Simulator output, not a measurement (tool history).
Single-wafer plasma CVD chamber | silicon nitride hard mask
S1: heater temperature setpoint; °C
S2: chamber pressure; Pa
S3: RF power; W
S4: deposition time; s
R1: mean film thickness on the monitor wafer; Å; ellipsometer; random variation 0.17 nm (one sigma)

run,hour,S1,S2,S3,S4,R1
1,0,415,192,315,78.6,906.09
2,1.2,415,192,285,78.6,834.81
3,4,415,192,270,78.6,796.72
4,11.6,415,184,270,78.6,776.22
5,19.8,415,184,270,78.6,782.02
6,23.8,415,184,245,78.6,715.27

The next listed run, before its measurement:
7,30.7,415,193,245,78.6,?

Run 7 gave R1 731.56 Å.

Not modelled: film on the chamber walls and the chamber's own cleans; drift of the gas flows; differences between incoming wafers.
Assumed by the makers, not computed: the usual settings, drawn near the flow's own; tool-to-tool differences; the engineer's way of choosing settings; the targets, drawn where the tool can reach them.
